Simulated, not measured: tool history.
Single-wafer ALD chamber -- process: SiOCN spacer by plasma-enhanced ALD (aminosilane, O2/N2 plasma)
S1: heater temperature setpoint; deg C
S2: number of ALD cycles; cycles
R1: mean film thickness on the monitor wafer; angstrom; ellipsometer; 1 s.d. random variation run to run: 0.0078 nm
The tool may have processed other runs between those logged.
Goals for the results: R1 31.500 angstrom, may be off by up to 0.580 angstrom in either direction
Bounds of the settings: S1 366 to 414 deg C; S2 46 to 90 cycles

run    day   S1  S2      R1
  1  0.000  390  68  41.067
  2  0.308  390  73  44.095
  3  0.471  381  73  44.018
  4  0.671  381  78  47.209
  5  0.738  375  78  47.061
  6  0.808  375  73  44.057
  7  0.829  375  68  41.091
     0.996  -- thermocouple changed; heater temperature recalibrated
  8  0.996  375  64  38.736
  9  1.092  375  61  36.594
 10  1.162  375  59  35.446
 11  1.267  375  57  34.490
 12  1.562  375  56  33.788
 13  1.608  375  55  33.192
 14  1.829  375  54  32.518

Of the 5 settings listed for the next run, only one would bring every result within its allowed miss of target. Which one?
  A  2.050  378  57   ?
  B  2.050  370  55   ?
  C  2.050  366  56   ?
  D  2.050  373  55   ?
  E  2.050  366  52   ?

move      R1
   A  34.377
   B  33.171
   C  33.774
   D  33.171
   E  31.362
A: the biggest miss grows against the last run
B: the biggest miss grows against the last run
C: the biggest miss grows against the last run
D: the biggest miss grows against the last run
E: each result inside its tolerance
Move E is the one to make.
